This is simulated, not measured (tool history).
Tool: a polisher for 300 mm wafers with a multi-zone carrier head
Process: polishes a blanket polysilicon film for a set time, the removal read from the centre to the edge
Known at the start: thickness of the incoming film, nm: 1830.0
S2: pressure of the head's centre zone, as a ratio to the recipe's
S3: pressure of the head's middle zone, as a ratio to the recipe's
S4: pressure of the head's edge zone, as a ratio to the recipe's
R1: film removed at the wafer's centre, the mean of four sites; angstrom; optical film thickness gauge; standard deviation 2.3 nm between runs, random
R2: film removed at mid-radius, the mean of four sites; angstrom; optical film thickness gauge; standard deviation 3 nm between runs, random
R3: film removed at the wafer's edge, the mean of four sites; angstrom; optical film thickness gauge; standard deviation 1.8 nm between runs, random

run 1 hour=0 | flow_of_slurry_(ml/min)=290 S2=1 S3=1 S4=1 polishing_time_(s)=54 | R1=4062.3 R2=4199.2 R3=4128.1
run 2 hour=5.4 | flow_of_slurry_(ml/min)=290 S2=1 S3=1.06 S4=1 polishing_time_(s)=54 | R1=4094.5 R2=4511.8 R3=4107.1
run 3 hour=12.2 | flow_of_slurry_(ml/min)=290 S2=1.01 S3=1.06 S4=0.99 polishing_time_(s)=52 | R1=3974.1 R2=4235.7 R3=3934.5
run 4 hour=18.1 | flow_of_slurry_(ml/min)=290 S2=1.09 S3=1.06 S4=0.99 polishing_time_(s)=52 | R1=4305.3 R2=4186.5 R3=3968.4
run 5 hour=19.9 | flow_of_slurry_(ml/min)=290 S2=1.02 S3=1.06 S4=0.99 polishing_time_(s)=52 | R1=4059 R2=4151.5 R3=3937.1
run 6 hour=22 | flow_of_slurry_(ml/min)=290 S2=1.02 S3=1.06 S4=0.91 polishing_time_(s)=52 | R1=4043.6 R2=4306.2 R3=3777
run 7 hour=23.6 | flow_of_slurry_(ml/min)=290 S2=1.02 S3=1.06 S4=0.9 polishing_time_(s)=50 | R1=3945.9 R2=4125.1 R3=3672.1
run 8 hour=27.8 | flow_of_slurry_(ml/min)=290 S2=1.02 S3=1.06 S4=0.89 polishing_time_(s)=48 | R1=3760.6 R2=3967.2 R3=3447
run 9 hour=31.2 | flow_of_slurry_(ml/min)=290 S2=1.02 S3=1.06 S4=0.88 polishing_time_(s)=46 | R1=3588.2 R2=3710.3 R3=3286.5
run 10 hour=36.4 | flow_of_slurry_(ml/min)=300 S2=1.04 S3=1.11 S4=0.81 polishing_time_(s)=31 | R1=2512.7 R2=2643.1 R3=2161.4
run 11 hour=41.8 | flow_of_slurry_(ml/min)=300 S2=1.04 S3=1.11 S4=0.81 polishing_time_(s)=31 | R1=2496.6 R2=2628.1 R3=2166.9
run 12 hour=44.9 | flow_of_slurry_(ml/min)=300 S2=1.04 S3=1.11 S4=0.82 polishing_time_(s)=31 | R1=2470.3 R2=2600.7 R3=2146.2
run 13 hour=46.8 | flow_of_slurry_(ml/min)=300 S2=1.04 S3=1.11 S4=0.83 polishing_time_(s)=31 | R1=2478.3 R2=2623.5 R3=2160.3
run 14 hour=50.7 | flow_of_slurry_(ml/min)=300 S2=1.04 S3=1.11 S4=0.84 polishing_time_(s)=31 | R1=2468.4 R2=2644.7 R3=2181.3
run 15 hour=57.1 | flow_of_slurry_(ml/min)=300 S2=1.05 S3=1.11 S4=0.85 polishing_time_(s)=31 | R1=2486.3 R2=2625.5 R3=2188.6
run 16 hour=58 | flow_of_slurry_(ml/min)=300 S2=1.05 S3=1.11 S4=0.86 polishing_time_(s)=31 | R1=2526 R2=2609.8 R3=2220.8

Predict the results of run 17:
run 17 hour=65.1 | flow_of_slurry_(ml/min)=345 S2=1.1 S3=1.19 S4=0.96 polishing_time_(s)=33 | R1=? R2=? R3=?

Run 17 gave R1 2821.3 angstrom, R2 3000 angstrom, R3 2522.2 angstrom.
